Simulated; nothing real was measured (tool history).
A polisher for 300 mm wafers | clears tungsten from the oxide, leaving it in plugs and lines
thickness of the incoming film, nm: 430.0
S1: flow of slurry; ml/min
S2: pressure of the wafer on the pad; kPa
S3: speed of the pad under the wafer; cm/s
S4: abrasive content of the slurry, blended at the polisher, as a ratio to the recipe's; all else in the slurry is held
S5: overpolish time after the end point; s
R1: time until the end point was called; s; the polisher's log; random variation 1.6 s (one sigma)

run,hour,S1,S2,S3,S4,S5,R1
1,0,190,17.2,110,1,19,202.17
2,0.7,190,18.6,114,1,19,173.55
3,8.9,190,21.4,114,1,19,156.94
4,10.1,220,21.4,114,1,19,148.76
5,13.1,220,22.1,118,1,19,140.61
6,18.6,220,22.1,118,1.1,19,136.87
# hour 21.3: slurry tank refilled with fresh slurry and peroxide
7,21.3,225,26.9,136,1.15,19,78.789

Forecast run 8:
8,29.8,225,26.9,136,1.15,19,?

{"run 8": {"R1": 78.48}}
